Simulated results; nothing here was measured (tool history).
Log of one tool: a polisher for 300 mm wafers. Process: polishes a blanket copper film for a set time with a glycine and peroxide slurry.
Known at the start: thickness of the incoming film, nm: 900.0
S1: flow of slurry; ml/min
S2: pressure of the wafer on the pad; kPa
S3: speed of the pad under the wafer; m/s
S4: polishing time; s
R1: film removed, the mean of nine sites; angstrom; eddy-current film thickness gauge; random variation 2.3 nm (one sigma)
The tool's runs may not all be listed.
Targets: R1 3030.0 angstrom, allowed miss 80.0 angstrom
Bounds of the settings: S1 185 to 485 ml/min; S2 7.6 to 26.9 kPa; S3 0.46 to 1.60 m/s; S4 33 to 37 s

run,hour,S1,S2,S3,S4,R1
1,0.0,310,17.2,1.02,37,1983.1
2,7.4,310,18.6,1.02,37,2145.2
3,10.9,310,22.1,1.02,37,2457.5
4,17.7,310,22.8,1.02,37,2543.0
5,25.5,310,23.4,1.02,37,2570.3
6,33.6,310,24.1,1.02,37,2663.9
7,38.8,310,24.8,1.02,37,2745.3
8,39.6,310,25.5,1.02,37,2775.3
9,44.5,315,26.2,1.04,37,2868.6

4 next moves are on the table. One of them brings every result within its allowed miss. Which?
A,49.4,265,26.9,1.12,37,?
B,49.4,385,25.5,1.22,33,?
C,49.4,270,26.2,1.18,34,?
D,49.4,325,24.1,1.12,37,?

move,R1
A,3089.1
B,2891.9
C,2884.1
D,2869.5
A: meets every target
B: nearer than the last run, and not there yet
C: nearer than the last run, and not there yet
D: as far off as the last run
Answer: A
